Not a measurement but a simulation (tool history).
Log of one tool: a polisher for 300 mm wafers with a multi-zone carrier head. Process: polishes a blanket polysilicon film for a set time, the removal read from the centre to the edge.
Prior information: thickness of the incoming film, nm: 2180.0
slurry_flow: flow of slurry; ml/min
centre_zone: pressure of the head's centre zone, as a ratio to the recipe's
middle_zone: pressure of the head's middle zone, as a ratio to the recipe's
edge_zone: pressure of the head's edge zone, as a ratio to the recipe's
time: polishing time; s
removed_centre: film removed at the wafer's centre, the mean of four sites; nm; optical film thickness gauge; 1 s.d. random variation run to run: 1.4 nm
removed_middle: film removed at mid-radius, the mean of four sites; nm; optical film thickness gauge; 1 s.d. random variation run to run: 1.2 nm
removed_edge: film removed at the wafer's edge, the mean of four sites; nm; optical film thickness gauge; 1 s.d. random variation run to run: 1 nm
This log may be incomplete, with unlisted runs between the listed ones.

run 1 hour=0.0 | slurry_flow=235 centre_zone=1.00 middle_zone=1.00 edge_zone=1.00 time=41 | removed_centre=245.69 removed_middle=242.58 removed_edge=244.21
run 2 hour=3.5 | slurry_flow=290 centre_zone=1.00 middle_zone=1.00 edge_zone=1.00 time=41 | removed_centre=252.54 removed_middle=255.82 removed_edge=243.54
run 3 hour=5.5 | slurry_flow=305 centre_zone=0.98 middle_zone=0.98 edge_zone=0.97 time=36 | removed_centre=217.71 removed_middle=219.20 removed_edge=212.75
run 4 hour=7.9 | slurry_flow=305 centre_zone=0.98 middle_zone=0.98 edge_zone=1.01 time=36 | removed_centre=219.91 removed_middle=219.81 removed_edge=219.11
run 5 hour=11.2 | slurry_flow=270 centre_zone=0.98 middle_zone=0.98 edge_zone=1.01 time=36 | removed_centre=215.49 removed_middle=217.39 removed_edge=215.88
run 6 hour=18.2 | slurry_flow=285 centre_zone=0.97 middle_zone=0.98 edge_zone=0.98 time=33 | removed_centre=197.15 removed_middle=199.44 removed_edge=194.19
run 7 hour=21.0 | slurry_flow=280 centre_zone=0.95 middle_zone=0.97 edge_zone=0.94 time=31 | removed_centre=181.51 removed_middle=186.02 removed_edge=179.88
run 8 hour=25.8 | slurry_flow=280 centre_zone=0.94 middle_zone=0.97 edge_zone=0.91 time=30 | removed_centre=172.91 removed_middle=177.45 removed_edge=173.22
run 9 hour=28.3 | slurry_flow=280 centre_zone=0.94 middle_zone=0.98 edge_zone=0.89 time=29 | removed_centre=166.98 removed_middle=175.36 removed_edge=166.10
run 10 hour=31.3 | slurry_flow=275 centre_zone=0.94 middle_zone=0.98 edge_zone=0.87 time=28 | removed_centre=159.06 removed_middle=166.25 removed_edge=157.60
run 11 hour=37.9 | slurry_flow=260 centre_zone=0.95 middle_zone=0.99 edge_zone=0.86 time=28 | removed_centre=159.06 removed_middle=170.11 removed_edge=158.56
run 12 hour=38.5 | slurry_flow=270 centre_zone=0.95 middle_zone=0.99 edge_zone=0.85 time=27 | removed_centre=156.32 removed_middle=165.51 removed_edge=152.96

Forecast run 13:
run 13 hour=39.3 | slurry_flow=265 centre_zone=0.95 middle_zone=0.99 edge_zone=0.84 time=27 | removed_centre=? removed_middle=? removed_edge=?

removed_centre: 153.88 nm
removed_middle: 163.09 nm
removed_edge: 152.53 nm

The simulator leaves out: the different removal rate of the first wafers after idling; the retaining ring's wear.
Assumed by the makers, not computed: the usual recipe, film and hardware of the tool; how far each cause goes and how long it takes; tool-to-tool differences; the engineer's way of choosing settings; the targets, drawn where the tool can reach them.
